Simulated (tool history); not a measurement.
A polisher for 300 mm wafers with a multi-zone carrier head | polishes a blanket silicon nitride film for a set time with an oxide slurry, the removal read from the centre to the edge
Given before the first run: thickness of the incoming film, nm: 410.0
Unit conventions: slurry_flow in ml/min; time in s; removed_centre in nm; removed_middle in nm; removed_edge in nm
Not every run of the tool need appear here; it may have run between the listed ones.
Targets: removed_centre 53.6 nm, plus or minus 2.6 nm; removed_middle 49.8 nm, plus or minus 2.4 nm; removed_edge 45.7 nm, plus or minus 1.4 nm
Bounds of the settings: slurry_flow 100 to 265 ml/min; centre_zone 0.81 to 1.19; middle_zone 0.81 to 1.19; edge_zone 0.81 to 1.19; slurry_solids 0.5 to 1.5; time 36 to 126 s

Run 1, hour 0: slurry_flow 170 ml/min, centre_zone 1, middle_zone 1, edge_zone 1, slurry_solids 1, time 81 s. Result: removed_centre 33.684 nm, removed_middle 34.846 nm, removed_edge 33.625 nm.
Run 2, hour 7.6: slurry_flow 180 ml/min, centre_zone 1.03, middle_zone 1.02, edge_zone 1.02, slurry_solids 1.1, time 81 s. Result: removed_centre 37.261 nm, removed_middle 36.29 nm, removed_edge 35.53 nm.
Run 3, hour 9.2: slurry_flow 180 ml/min, centre_zone 1.03, middle_zone 1.02, edge_zone 1.07, slurry_solids 1.1, time 81 s. Result: removed_centre 36.676 nm, removed_middle 36.777 nm, removed_edge 37.051 nm.
Run 4, hour 15: slurry_flow 185 ml/min, centre_zone 1.05, middle_zone 1.05, edge_zone 1.07, slurry_solids 1.15, time 81 s. Result: removed_centre 37.226 nm, removed_middle 38.563 nm, removed_edge 38.041 nm.
Run 5, hour 21.2: slurry_flow 150 ml/min, centre_zone 1.05, middle_zone 1.05, edge_zone 1.07, slurry_solids 1.15, time 81 s. Result: removed_centre 37.112 nm, removed_middle 36.629 nm, removed_edge 37.205 nm.
Run 6, hour 28.9: slurry_flow 150 ml/min, centre_zone 1.13, middle_zone 1.05, edge_zone 1.07, slurry_solids 1.15, time 81 s. Result: removed_centre 39.68 nm, removed_middle 37.963 nm, removed_edge 36.566 nm.
Run 7, hour 36.3: slurry_flow 160 ml/min, centre_zone 1.14, middle_zone 1.05, edge_zone 1.06, slurry_solids 1.2, time 82 s. Result: removed_centre 40.722 nm, removed_middle 38.019 nm, removed_edge 37.17 nm.
Run 8, hour 45: slurry_flow 160 ml/min, centre_zone 1.14, middle_zone 1.05, edge_zone 1.06, slurry_solids 1.2, time 82 s. Result: removed_centre 41.954 nm, removed_middle 38.572 nm, removed_edge 37.622 nm.
Run 9, hour 46.7: slurry_flow 170 ml/min, centre_zone 1.15, middle_zone 1.07, edge_zone 1.06, slurry_solids 1.25, time 83 s. Result: removed_centre 42.766 nm, removed_middle 40.907 nm, removed_edge 39.252 nm.
Run 10, hour 52.9: slurry_flow 175 ml/min, centre_zone 1.16, middle_zone 1.07, edge_zone 1.04, slurry_solids 1.3, time 85 s. Result: removed_centre 46.353 nm, removed_middle 41.374 nm, removed_edge 40.786 nm.
Run 11, hour 55.6: slurry_flow 180 ml/min, centre_zone 1.17, middle_zone 1.09, edge_zone 1.03, slurry_solids 1.35, time 86 s. Result: removed_centre 47.152 nm, removed_middle 43.645 nm, removed_edge 41.705 nm.
Run 12, hour 64.6: slurry_flow 185 ml/min, centre_zone 1.17, middle_zone 1.1, edge_zone 1.02, slurry_solids 1.4, time 87 s. Result: removed_centre 49.025 nm, removed_middle 45.669 nm, removed_edge 42.12 nm.
Run 13, hour 70: slurry_flow 190 ml/min, centre_zone 1.17, middle_zone 1.1, edge_zone 1.02, slurry_solids 1.4, time 87 s. Result: removed_centre 49.865 nm, removed_middle 45.469 nm, removed_edge 43.4 nm.
At hour 73.4: worn pad replaced by a new one.
Run 14, hour 73.4: slurry_flow 195 ml/min, centre_zone 1.17, middle_zone 1.11, edge_zone 1.02, slurry_solids 1.4, time 87 s. Result: removed_centre 56.038 nm, removed_middle 52.957 nm, removed_edge 47.36 nm.
Run 15, hour 81.9: slurry_flow 190 ml/min, centre_zone 1.18, middle_zone 1.11, edge_zone 1.02, slurry_solids 1.4, time 87 s. Result: removed_centre 55.855 nm, removed_middle 51.518 nm, removed_edge 48.114 nm.
Run 16, hour 86.6: slurry_flow 185 ml/min, centre_zone 1.18, middle_zone 1.11, edge_zone 1.01, slurry_solids 1.4, time 87 s. Result: removed_centre 56.388 nm, removed_middle 52.34 nm, removed_edge 47.922 nm.
Run 17, hour 95: slurry_flow 185 ml/min, centre_zone 1.17, middle_zone 1.1, edge_zone 1.01, slurry_solids 1.35, time 87 s. Result: removed_centre 55.751 nm, removed_middle 51.129 nm, removed_edge 47.472 nm.

Next run, 5 choices. One meets every target within its allowed miss, the rest don't. Which?
Run A, hour 103.4: slurry_flow 185 ml/min, centre_zone 1.17, middle_zone 1.1, edge_zone 0.98, slurry_solids 1.25, time 96 s. Result: removed_centre ?, removed_middle ?, removed_edge ?.
Run B, hour 103.4: slurry_flow 160 ml/min, centre_zone 1.12, middle_zone 1.02, edge_zone 1.07, slurry_solids 1.5, time 87 s. Result: removed_centre ?, removed_middle ?, removed_edge ?.
Run C, hour 103.4: slurry_flow 110 ml/min, centre_zone 1.19, middle_zone 1.1, edge_zone 0.96, slurry_solids 1.4, time 91 s. Result: removed_centre ?, removed_middle ?, removed_edge ?.
Run D, hour 103.4: slurry_flow 150 ml/min, centre_zone 1.19, middle_zone 1.02, edge_zone 0.91, slurry_solids 0.95, time 112 s. Result: removed_centre ?, removed_middle ?, removed_edge ?.
Run E, hour 103.4: slurry_flow 220 ml/min, centre_zone 1.08, middle_zone 1.13, edge_zone 1.11, slurry_solids 1.25, time 90 s. Result: removed_centre ?, removed_middle ?, removed_edge ?.

move  removed_centre  removed_middle  removed_edge
   A           58.88          54.786        49.549
   B          53.085          48.573        49.269
   C          52.635          48.795        45.033
   D          59.945          51.671        48.658
   E          52.363          53.898        50.292
A: lands further from the targets than the last run did
B: lands further from the targets than the last run did
C: each result inside its tolerance
D: lands further from the targets than the last run did
E: lands further from the targets than the last run did
C meets every target.
